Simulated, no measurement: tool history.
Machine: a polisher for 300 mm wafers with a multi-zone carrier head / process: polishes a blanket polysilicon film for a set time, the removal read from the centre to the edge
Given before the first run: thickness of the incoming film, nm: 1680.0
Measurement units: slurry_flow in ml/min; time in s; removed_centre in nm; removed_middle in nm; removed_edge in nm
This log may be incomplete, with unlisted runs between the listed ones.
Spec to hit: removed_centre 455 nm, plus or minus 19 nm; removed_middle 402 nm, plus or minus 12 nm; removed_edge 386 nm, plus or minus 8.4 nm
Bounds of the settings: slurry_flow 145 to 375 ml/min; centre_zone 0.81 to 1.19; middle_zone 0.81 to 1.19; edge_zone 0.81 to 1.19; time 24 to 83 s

| run | day | slurry_flow | centre_zone | middle_zone | edge_zone | time | removed_centre | removed_middle | removed_edge |
|---|---|---|---|---|---|---|---|---|---|
| 1 | 0 | 240 | 1 | 1 | 1 | 53 | 276.41 | 273.56 | 275.77 |
| 2 | 0.371 | 255 | 1.04 | 1.02 | 1.03 | 56 | 303.7 | 302.4 | 294.08 |
| 3 | 0.521 | 200 | 1.04 | 1.02 | 1.03 | 56 | 291.46 | 284.35 | 285.9 |
| 4 | 0.642 | 225 | 1.07 | 1.02 | 1.05 | 59 | 322.56 | 303.92 | 307.89 |
| 5 | 0.929 | 245 | 1.1 | 1.03 | 1.06 | 61 | 339.34 | 324.19 | 324.65 |
| 6 | 1.017 | 260 | 1.12 | 1.02 | 1.04 | 63 | 368.2 | 333.19 | 336.09 |
| 7 | 1.338 | 260 | 1.12 | 1.02 | 1.04 | 63 | 368.75 | 336.89 | 339.12 |
| 8 | 1.688 | 280 | 1.14 | 1.03 | 1.03 | 64 | 388 | 344.8 | 339.47 |
| 9 | 1.992 | 295 | 1.15 | 1.04 | 1.04 | 65 | 392.15 | 362.39 | 349.22 |
| 10 | 2.162 | 305 | 1.16 | 1.04 | 1.04 | 66 | 401.59 | 368.28 | 360.5 |
| 11 | 2.433 | 305 | 1.17 | 1.04 | 1.03 | 67 | 412.45 | 364.26 | 359.84 |
| 12 | 2.471 | 310 | 1.17 | 1.05 | 1.03 | 68 | 420.6 | 377.45 | 365.06 |
| 13 | 2.733 | 315 | 1.17 | 1.05 | 1.03 | 69 | 424.36 | 376.96 | 370.94 |

Consider the 5 candidate settings below. Which is the only one whose results all fall within their allowed miss of target?
| A | 2.996 | 305 | 1.04 | 1 | 1.05 | 76 | ? | ? | ? |
| B | 2.996 | 315 | 1.16 | 0.95 | 0.96 | 74 | ? | ? | ? |
| C | 2.996 | 310 | 1.12 | 1.01 | 1.06 | 68 | ? | ? | ? |
| D | 2.996 | 360 | 1.11 | 1.13 | 1.05 | 67 | ? | ? | ? |
| E | 2.996 | 280 | 1.19 | 1.05 | 1 | 74 | ? | ? | ? |

| move | removed_centre | removed_middle | removed_edge |
|---|---|---|---|
| A | 408.07 | 401.53 | 416.1 |
| B | 444.93 | 375.47 | 389.16 |
| C | 394.14 | 362.73 | 374.47 |
| D | 391 | 398.72 | 370.5 |
| E | 450.7 | 403.5 | 392.63 |
A: brings the result that was furthest off to its target, and leaves another outside
B: misses by more than the last run did
C: misses by more than the last run did
D: brings the result that was furthest off to its target, and leaves another outside
E: meets every target
Correct choice: E, which meets every target

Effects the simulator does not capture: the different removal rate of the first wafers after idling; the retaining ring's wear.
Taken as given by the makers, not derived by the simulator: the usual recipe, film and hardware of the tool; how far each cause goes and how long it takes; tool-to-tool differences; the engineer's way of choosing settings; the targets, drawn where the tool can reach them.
